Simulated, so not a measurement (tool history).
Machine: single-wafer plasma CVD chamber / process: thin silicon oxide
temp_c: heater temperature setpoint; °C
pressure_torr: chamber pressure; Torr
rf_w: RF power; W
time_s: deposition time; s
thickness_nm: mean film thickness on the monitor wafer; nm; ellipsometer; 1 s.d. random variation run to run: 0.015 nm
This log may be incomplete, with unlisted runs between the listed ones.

run	hour	temp_c	pressure_torr	rf_w	time_s	thickness_nm
1	0.0	425	0.869	225	2.95	4.6205
2	5.7	425	0.812	225	2.95	4.3440
3	8.2	421	0.812	225	2.95	4.3853
4	9.7	431	0.812	225	2.95	4.3598
# hour 17.3: RF generator calibrated
5	17.3	431	0.773	225	2.95	4.2680
6	19.7	431	0.773	225	2.81	4.0564

Run 7 comes next. What will it give?
7	28.4	431	0.756	225	2.81	?

Run 7 came out at thickness_nm 3.9864 nm.

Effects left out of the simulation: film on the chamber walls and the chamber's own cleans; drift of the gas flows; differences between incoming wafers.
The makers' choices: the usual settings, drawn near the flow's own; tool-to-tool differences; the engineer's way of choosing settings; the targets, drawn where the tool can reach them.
